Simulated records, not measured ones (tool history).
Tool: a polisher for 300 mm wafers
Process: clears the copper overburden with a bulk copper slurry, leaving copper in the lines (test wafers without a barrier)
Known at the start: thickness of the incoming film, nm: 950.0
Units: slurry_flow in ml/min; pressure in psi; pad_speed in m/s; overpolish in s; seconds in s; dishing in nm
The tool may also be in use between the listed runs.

| run | day | slurry_flow | pressure | pad_speed | slurry_solids | overpolish | seconds | dishing |
|---|---|---|---|---|---|---|---|---|
| 1 | 0.000 | 205 | 3.4 | 1.08 | 1.0 | 12 | 76.828 | 80.931 |
| 2 | 0.025 | 205 | 3.2 | 1.06 | 1.0 | 13 | 78.900 | 83.636 |
| 3 | 0.242 | 205 | 3.0 | 1.04 | 1.0 | 14 | 81.770 | 80.758 |
| 4 | 0.529 | 205 | 3.0 | 1.20 | 1.0 | 14 | 73.695 | 87.112 |
| 5 | 0.883 | 205 | 3.0 | 1.44 | 1.0 | 14 | 65.077 | 92.252 |
| 6 | 0.971 | 205 | 2.8 | 1.36 | 1.0 | 15 | 70.757 | 93.293 |
| 7 | 1.212 | 205 | 2.6 | 1.30 | 1.0 | 16 | 75.981 | 89.024 |

Run 8 comes next. What will it give?
| 8 | 1.325 | 205 | 2.5 | 1.24 | 1.0 | 17 | ? | ? |

Run 8 gave seconds 81.947 s, dishing 90.020 nm.
